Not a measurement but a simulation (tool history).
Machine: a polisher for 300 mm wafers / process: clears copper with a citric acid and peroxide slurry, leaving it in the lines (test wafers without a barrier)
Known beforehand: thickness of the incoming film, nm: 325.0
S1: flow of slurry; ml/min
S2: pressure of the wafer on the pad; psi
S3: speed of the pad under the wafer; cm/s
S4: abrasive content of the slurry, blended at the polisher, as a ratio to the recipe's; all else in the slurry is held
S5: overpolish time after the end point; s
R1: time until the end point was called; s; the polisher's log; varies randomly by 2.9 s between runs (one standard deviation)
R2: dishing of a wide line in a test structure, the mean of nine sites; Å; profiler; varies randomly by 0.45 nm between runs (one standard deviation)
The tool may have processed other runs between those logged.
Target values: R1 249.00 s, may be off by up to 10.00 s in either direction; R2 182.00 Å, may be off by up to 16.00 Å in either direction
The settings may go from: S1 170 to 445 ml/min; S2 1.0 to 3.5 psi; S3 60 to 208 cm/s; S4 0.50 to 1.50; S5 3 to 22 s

run  hour   S1   S2   S3    S4  S5      R1      R2
  1   0.0  285  2.2  134  1.00  11  160.77  153.54
  2   4.4  250  2.2  134  1.00  11  162.72  152.58
  3   9.8  250  2.2  134  0.85  11  164.22  149.56
  4  11.3  250  2.0  134  0.85  13  181.28  169.08
  5  13.4  250  2.0  152  0.85  13  164.72  185.78
  6  22.2  250  1.5  152  0.85  13  203.76  141.81
  7  23.6  250  1.4  152  0.85  14  225.05  148.00
  8  25.9  250  1.4  152  0.85  15  223.90  164.55
  9  34.3  250  1.3  152  0.85  16  237.87  167.62
 10  36.7  250  1.3  152  0.85  17  233.97  168.41
 11  45.1  250  1.3  152  0.85  18  235.61  169.72
 12  49.8  250  1.3  152  0.85  19  237.05  174.76
 13  57.3  250  1.3  152  0.85  20  235.19  196.39

4 candidate next runs follow, results not yet known. Just one meets every target within its allowed miss. Identify it.
  A  64.8  270  1.0  152  0.95  18   ?   ?
  B  64.8  175  1.2  172  1.10  18   ?   ?
  C  64.8  320  1.9   98  0.85  20   ?   ?
  D  64.8  240  1.2  138  0.85  17   ?   ?

move      R1      R2
   A  276.47  151.37
   B  218.01  186.96
   C  252.93  183.22
   D  273.76  146.01
A: pushes the last run's worst result past its target
B: its largest miss is bigger than the last run's
C: hits every target within its allowed miss
D: pushes the last run's worst result past its target
Answer: C
